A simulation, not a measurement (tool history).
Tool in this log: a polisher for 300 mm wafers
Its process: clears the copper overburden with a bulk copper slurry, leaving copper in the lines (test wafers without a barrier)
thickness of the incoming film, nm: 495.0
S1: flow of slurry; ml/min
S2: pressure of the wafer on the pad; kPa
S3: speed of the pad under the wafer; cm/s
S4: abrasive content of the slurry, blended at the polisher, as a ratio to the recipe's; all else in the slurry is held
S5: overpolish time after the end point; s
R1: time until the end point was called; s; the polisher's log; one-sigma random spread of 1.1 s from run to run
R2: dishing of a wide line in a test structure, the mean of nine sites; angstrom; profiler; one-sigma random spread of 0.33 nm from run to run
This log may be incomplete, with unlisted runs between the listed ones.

{"run": 1, "day": 0.0, "S1": 235, "S2": 11.7, "S3": 88, "S4": 1.0, "S5": 10, "R1": 120.49, "R2": 273.25}
{"run": 2, "day": 0.229, "S1": 200, "S2": 11.7, "S3": 88, "S4": 1.0, "S5": 10, "R1": 120.83, "R2": 274.33}
{"run": 3, "day": 0.475, "S1": 240, "S2": 12.4, "S3": 90, "S4": 1.0, "S5": 8, "R1": 110.73, "R2": 242.76}
{"run": 4, "day": 0.712, "S1": 210, "S2": 12.4, "S3": 90, "S4": 1.0, "S5": 8, "R1": 114.29, "R2": 234.06}
{"run": 5, "day": 0.854, "S1": 195, "S2": 13.8, "S3": 92, "S4": 1.0, "S5": 7, "R1": 107.26, "R2": 228.76}
{"run": 6, "day": 0.996, "S1": 170, "S2": 13.8, "S3": 92, "S4": 1.0, "S5": 7, "R1": 107.42, "R2": 227.48}
{"run": 7, "day": 1.212, "S1": 175, "S2": 15.2, "S3": 94, "S4": 1.0, "S5": 6, "R1": 98.063, "R2": 213.92}
{"run": 8, "day": 1.433, "S1": 185, "S2": 15.9, "S3": 96, "S4": 1.0, "S5": 5, "R1": 92.574, "R2": 192.74}
{"run": 9, "day": 1.462, "S1": 190, "S2": 16.5, "S3": 98, "S4": 1.0, "S5": 5, "R1": 85.101, "R2": 206.36}
{"run": 10, "day": 1.833, "S1": 200, "S2": 17.2, "S3": 98, "S4": 1.0, "S5": 5, "R1": 83.043, "R2": 216.42}

The next listed run, before its measurement:
{"run": 11, "day": 1.883, "S1": 200, "S2": 17.2, "S3": 100, "S4": 1.0, "S5": 5, "R1": "?", "R2": "?"}

R1: 83.422 s
R2: 216.27 angstrom

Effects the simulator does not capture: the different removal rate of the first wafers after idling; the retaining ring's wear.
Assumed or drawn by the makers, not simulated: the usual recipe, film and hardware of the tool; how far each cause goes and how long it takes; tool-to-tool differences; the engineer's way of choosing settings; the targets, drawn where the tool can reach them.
